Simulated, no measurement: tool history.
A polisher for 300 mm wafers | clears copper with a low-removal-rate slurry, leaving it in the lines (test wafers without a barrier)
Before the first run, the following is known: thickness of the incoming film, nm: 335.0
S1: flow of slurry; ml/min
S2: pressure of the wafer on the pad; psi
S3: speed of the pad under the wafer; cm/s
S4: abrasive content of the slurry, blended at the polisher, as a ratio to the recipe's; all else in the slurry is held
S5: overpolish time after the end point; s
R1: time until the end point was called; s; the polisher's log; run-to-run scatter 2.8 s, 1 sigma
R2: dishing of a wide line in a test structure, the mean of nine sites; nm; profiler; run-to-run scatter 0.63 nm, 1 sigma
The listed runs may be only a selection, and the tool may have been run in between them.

run    day   S1   S2   S3    S4  S5      R1      R2
  1      0  280  2.9   94     1  24   112.6  31.304
  2  0.183  280  2.9  104     1  24  105.95  32.678
  3  0.504  280  2.9  120     1  24  92.822  34.089
  4  0.542  210  2.9  120     1  24   94.03   33.97
  5  0.704  210  2.9  134     1  24  83.809  34.742
  6      1  170  2.9  134     1  24  85.308  35.889
     1.279  -- head pressure recalibrated
  7  1.279  170  2.1  108  0.95  33  165.48  30.052

For run 8, what comes out?
  8  1.596  170  1.5  106  0.95  31   ?   ?

Run 8 came out at R1 226.4 s, R2 21.842 nm.

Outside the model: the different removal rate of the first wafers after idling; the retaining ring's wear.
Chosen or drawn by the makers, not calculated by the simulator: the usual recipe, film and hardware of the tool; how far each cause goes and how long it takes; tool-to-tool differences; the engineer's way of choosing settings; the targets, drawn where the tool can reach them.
